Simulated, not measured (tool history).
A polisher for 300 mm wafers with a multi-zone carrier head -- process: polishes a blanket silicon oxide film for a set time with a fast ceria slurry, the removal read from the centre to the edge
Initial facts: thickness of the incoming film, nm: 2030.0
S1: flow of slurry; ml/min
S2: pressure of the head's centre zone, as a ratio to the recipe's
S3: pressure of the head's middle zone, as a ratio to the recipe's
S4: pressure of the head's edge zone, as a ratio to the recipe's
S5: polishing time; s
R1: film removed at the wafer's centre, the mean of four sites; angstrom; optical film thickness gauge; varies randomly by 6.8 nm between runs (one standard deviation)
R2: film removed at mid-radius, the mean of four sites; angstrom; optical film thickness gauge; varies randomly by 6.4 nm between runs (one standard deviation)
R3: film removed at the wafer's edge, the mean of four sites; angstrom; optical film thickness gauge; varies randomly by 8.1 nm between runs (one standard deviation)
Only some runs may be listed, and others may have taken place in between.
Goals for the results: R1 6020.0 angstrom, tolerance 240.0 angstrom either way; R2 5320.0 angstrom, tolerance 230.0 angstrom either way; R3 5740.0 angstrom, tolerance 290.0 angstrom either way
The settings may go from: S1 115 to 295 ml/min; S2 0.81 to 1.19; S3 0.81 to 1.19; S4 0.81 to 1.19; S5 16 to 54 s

run 1 day=0.000 | S1=190 S2=1.00 S3=1.00 S4=1.00 S5=35 | R1=7565.0 R2=7641.7 R3=7424.7
run 2 day=0.125 | S1=190 S2=1.00 S3=0.98 S4=0.99 S5=34 | R1=7264.3 R2=6986.2 R3=7265.0
run 3 day=0.338 | S1=190 S2=1.00 S3=1.04 S4=0.99 S5=34 | R1=7283.3 R2=7438.3 R3=7522.4
run 4 day=0.667 | S1=190 S2=1.00 S3=1.12 S4=0.99 S5=34 | R1=7375.0 R2=7998.4 R3=7186.5
run 5 day=0.817 | S1=190 S2=1.01 S3=1.10 S4=0.98 S5=33 | R1=7200.0 R2=7770.8 R3=6875.7
run 6 day=1.008 | S1=190 S2=1.01 S3=1.14 S4=0.98 S5=33 | R1=7164.1 R2=7822.2 R3=7053.2
run 7 day=1.129 | S1=140 S2=1.11 S3=1.04 S4=1.08 S5=23 | R1=5027.2 R2=4723.3 R3=4995.9
run 8 day=1.196 | S1=150 S2=1.11 S3=1.04 S4=1.09 S5=23 | R1=5039.3 R2=4851.0 R3=4908.7
run 9 day=1.500 | S1=150 S2=1.11 S3=1.03 S4=1.09 S5=24 | R1=5241.5 R2=4954.3 R3=5173.1
run 10 day=1.846 | S1=155 S2=1.11 S3=1.02 S4=1.09 S5=24 | R1=5378.0 R2=4985.8 R3=5301.7

5 candidate next runs follow, results not yet known. Just one meets every target within its allowed miss. Identify it.
run A day=2.192 | S1=145 S2=1.16 S3=1.03 S4=0.95 S5=28 | R1=? R2=? R3=?
run B day=2.192 | S1=150 S2=1.04 S3=0.99 S4=1.10 S5=26 | R1=? R2=? R3=?
run C day=2.192 | S1=155 S2=1.13 S3=1.14 S4=1.00 S5=22 | R1=? R2=? R3=?
run D day=2.192 | S1=190 S2=0.85 S3=0.94 S4=1.12 S5=23 | R1=? R2=? R3=?
run E day=2.192 | S1=130 S2=1.19 S3=1.03 S4=1.13 S5=27 | R1=? R2=? R3=?

move=A R1=6401.2 R2=5724.0 R3=5566.6
move=B R1=5509.9 R2=5180.8 R3=5586.0
move=C R1=5014.5 R2=4977.8 R3=4523.0
move=D R1=4414.5 R2=4595.3 R3=5157.6
move=E R1=6108.3 R2=5371.1 R3=5735.8
A: moves the result that the last run missed by most past its target, out the other side
B: better than the last run, though not everything is in spec
C: moves away from the targets compared with the last run
D: moves away from the targets compared with the last run
E: every result lands within tolerance
Go with E: it meets all targets.
